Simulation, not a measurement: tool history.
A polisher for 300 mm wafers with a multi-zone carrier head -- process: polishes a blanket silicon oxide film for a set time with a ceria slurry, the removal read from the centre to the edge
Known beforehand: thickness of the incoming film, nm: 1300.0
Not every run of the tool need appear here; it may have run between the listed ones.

run	hour	flow of slurry (ml/min)	pressure of the head's centre zone	pressure of the head's middle zone	pressure of the head's edge zone	polishing time (s)	film removed at the wafer's centre (angstrom)	film removed at mid-radius (angstrom)	film removed at the wafer's edge (angstrom)
1	0	205	1	1	1	78	3670.3	3708.4	3602
2	7.6	195	0.97	0.96	0.99	72	3235.6	3289.7	3282.8
3	14.5	185	0.95	0.93	0.99	67	2910	2963.2	3061.1
4	21.3	175	0.93	0.91	0.98	63	2668.4	2691.8	2797.6
5	22.7	165	0.91	0.89	0.98	61	2449.4	2483.6	2716.5
6	30.2	165	0.91	0.85	0.98	61	2493.9	2437.1	2722

Estimate the outcome of run 7 from the log above:
7	32.1	160	0.89	0.84	0.96	60	?	?	?

film removed at the wafer's centre (angstrom): 2374.5
film removed at mid-radius (angstrom): 2350.7
film removed at the wafer's edge (angstrom): 2642.9

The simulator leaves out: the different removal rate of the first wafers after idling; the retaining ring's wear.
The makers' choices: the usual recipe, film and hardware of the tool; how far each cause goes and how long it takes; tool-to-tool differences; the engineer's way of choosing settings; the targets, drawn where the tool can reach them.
